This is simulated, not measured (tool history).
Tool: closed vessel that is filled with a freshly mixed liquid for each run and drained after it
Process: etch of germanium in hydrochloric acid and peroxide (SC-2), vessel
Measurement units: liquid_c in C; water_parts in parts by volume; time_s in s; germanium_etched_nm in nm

run  hour  liquid_c  water_parts  time_s  germanium_etched_nm
  1   0.0      58.0          5.5     105               360.60
  2   1.4      51.0          5.5     105               290.65
  3   3.7      58.0          5.5     105               361.82
  4   9.0      55.0          5.5     105               328.33
  5   9.9      55.0          5.5     110               345.57
  6  11.8      53.5          5.5     110               328.43
  7  15.5      52.0          5.5     110               314.30
  8  23.0      51.0          5.5     110               304.68

For run 9, what comes out?
  9  24.4      50.0          5.5     110                    ?

{"run 9": {"germanium_etched_nm": 293.55}}
